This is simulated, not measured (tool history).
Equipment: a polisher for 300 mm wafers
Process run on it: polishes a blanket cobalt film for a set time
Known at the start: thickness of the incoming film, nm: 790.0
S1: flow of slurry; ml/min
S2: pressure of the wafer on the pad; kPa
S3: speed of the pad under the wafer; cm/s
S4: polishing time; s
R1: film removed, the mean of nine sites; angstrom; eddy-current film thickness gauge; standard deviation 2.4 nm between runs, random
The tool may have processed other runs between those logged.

run	day	S1	S2	S3	S4	R1
1	0.000	275	10.3	78	44	1117.4
2	0.338	275	11.7	78	44	1271.6
3	0.679	275	13.1	78	44	1399.2
4	0.892	275	13.1	66	44	1205.5
5	1.038	330	13.1	66	44	1217.9
6	1.238	330	13.8	70	44	1331.4
# day 1.450: worn pad replaced by a new one
7	1.450	330	14.5	74	44	1719.0
8	1.558	335	14.5	74	44	1709.0

Expected results for the next run?
9	1.642	340	14.5	74	44	?

Run 9 measured R1 1712.4 angstrom.

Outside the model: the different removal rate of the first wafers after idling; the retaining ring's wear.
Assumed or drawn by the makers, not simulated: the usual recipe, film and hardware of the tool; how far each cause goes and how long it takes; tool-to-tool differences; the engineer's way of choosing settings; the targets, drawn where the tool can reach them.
